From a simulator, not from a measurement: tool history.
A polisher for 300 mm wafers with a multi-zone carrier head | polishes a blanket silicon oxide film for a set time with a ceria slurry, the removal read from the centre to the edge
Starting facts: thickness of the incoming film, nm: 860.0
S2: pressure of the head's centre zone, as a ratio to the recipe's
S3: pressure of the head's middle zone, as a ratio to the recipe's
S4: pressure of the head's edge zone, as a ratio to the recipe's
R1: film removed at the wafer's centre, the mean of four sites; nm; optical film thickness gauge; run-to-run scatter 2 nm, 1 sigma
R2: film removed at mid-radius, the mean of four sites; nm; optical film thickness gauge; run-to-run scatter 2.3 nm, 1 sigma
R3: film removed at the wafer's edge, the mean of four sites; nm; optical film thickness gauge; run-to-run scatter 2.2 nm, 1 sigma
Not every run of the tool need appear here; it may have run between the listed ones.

{"run": 1, "hour": 0.0, "flow of slurry (ml/min)": 300, "S2": 1, "S3": 1, "S4": 1, "polishing time (s)": 52, "R1": 278.62, "R2": 262.43, "R3": 269.82}
{"run": 2, "hour": 5.4, "flow of slurry (ml/min)": 300, "S2": 1, "S3": 1, "S4": 1, "polishing time (s)": 60, "R1": 317.18, "R2": 310.5, "R3": 310.58}
{"run": 3, "hour": 11.4, "flow of slurry (ml/min)": 300, "S2": 1, "S3": 1.03, "S4": 1, "polishing time (s)": 60, "R1": 325.3, "R2": 312.52, "R3": 308.86}
{"run": 4, "hour": 18.7, "flow of slurry (ml/min)": 295, "S2": 1, "S3": 1.01, "S4": 0.98, "polishing time (s)": 51, "R1": 273.77, "R2": 258.89, "R3": 265.62}
{"run": 5, "hour": 25.1, "flow of slurry (ml/min)": 245, "S2": 1, "S3": 1.01, "S4": 0.98, "polishing time (s)": 51, "R1": 267.01, "R2": 254.12, "R3": 259.58}
{"run": 6, "hour": 33.8, "flow of slurry (ml/min)": 245, "S2": 1, "S3": 1.01, "S4": 0.94, "polishing time (s)": 51, "R1": 268.15, "R2": 255, "R3": 252.05}
{"run": 7, "hour": 42.4, "flow of slurry (ml/min)": 240, "S2": 0.99, "S3": 0.98, "S4": 0.92, "polishing time (s)": 46, "R1": 238.24, "R2": 222.01, "R3": 222.5}
{"run": 8, "hour": 50.7, "flow of slurry (ml/min)": 240, "S2": 0.99, "S3": 0.98, "S4": 0.92, "polishing time (s)": 46, "R1": 236.38, "R2": 227.72, "R3": 232.66}

For run 9, what comes out?
{"run": 9, "hour": 58.2, "flow of slurry (ml/min)": 235, "S2": 1, "S3": 0.97, "S4": 0.91, "polishing time (s)": 42, "R1": "?", "R2": "?", "R3": "?"}

R1: 216.32 nm
R2: 204.37 nm
R3: 208.74 nm

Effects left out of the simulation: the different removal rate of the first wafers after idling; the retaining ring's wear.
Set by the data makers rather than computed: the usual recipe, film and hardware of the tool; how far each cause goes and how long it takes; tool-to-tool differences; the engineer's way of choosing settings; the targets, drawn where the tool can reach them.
